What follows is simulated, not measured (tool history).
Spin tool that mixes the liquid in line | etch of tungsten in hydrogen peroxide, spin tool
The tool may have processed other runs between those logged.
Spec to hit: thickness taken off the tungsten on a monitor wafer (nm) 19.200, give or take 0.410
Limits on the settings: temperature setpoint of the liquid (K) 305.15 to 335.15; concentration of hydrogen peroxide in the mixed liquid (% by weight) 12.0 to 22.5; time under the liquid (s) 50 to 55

run,day,temperature setpoint of the liquid (K),concentration of hydrogen peroxide in the mixed liquid (% by weight),time under the liquid (s),thickness taken off the tungsten on a monitor wafer (nm)
1,0.000,319.15,15.5,50,29.808
2,0.138,317.15,15.5,50,26.570
3,0.425,315.65,15.5,50,24.226
4,0.558,310.65,15.5,50,17.393
5,0.667,314.15,15.5,50,21.814
6,0.750,313.65,15.5,50,21.125
7,0.904,313.15,15.5,50,20.334
8,1.242,312.65,15.5,50,19.912

Which one of the following 4 next-run settings gets every result inside its allowed miss? There is exactly one.
A,1.579,311.65,18.5,50,?
B,1.579,310.65,14.0,55,?
C,1.579,311.15,17.0,55,?
D,1.579,311.65,13.5,55,?

move,thickness taken off the tungsten on a monitor wafer (nm)
A,20.375
B,18.253
C,20.789
D,19.146
A: lands further from the targets than the last run did
B: takes the result that was furthest off past its target
C: lands further from the targets than the last run did
D: every result within its allowed miss
D is the move that brings every result within its allowed miss.
